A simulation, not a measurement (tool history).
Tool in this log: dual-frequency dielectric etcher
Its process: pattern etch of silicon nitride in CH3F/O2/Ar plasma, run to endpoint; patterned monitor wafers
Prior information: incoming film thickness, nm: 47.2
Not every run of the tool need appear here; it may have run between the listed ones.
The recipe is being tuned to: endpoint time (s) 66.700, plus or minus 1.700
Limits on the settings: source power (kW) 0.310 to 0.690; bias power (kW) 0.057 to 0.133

run  hour  source power (kW)  bias power (kW)  endpoint time (s)
  1   0.0              0.500            0.095             56.474
  2   1.2              0.460            0.095             58.375
  3   2.0              0.490            0.095             56.722
  4   7.0              0.490            0.085             58.550
  5  11.3              0.470            0.084             59.732
  6  13.2              0.470            0.077             60.756
  7  15.4              0.460            0.076             61.169
  8  21.1              0.450            0.075             61.767
  9  27.4              0.440            0.074             62.852
 10  35.3              0.430            0.073             63.308
 11  39.5              0.420            0.072             64.493

Below are 4 possible settings for the next run. Only one of them brings all results inside the allowed miss of their targets. Which is it?
  A  43.7              0.370            0.074                  ?
  B  43.7              0.440            0.070                  ?
  C  43.7              0.430            0.077                  ?
  D  43.7              0.450            0.073                  ?

move  endpoint time (s)
   A             67.508
   B             63.868
   C             63.067
   D             62.716
A: all results land within tolerance of their targets
B: lands further from the targets than the last run did
C: lands further from the targets than the last run did
D: lands further from the targets than the last run did
Go with A: it meets all targets.
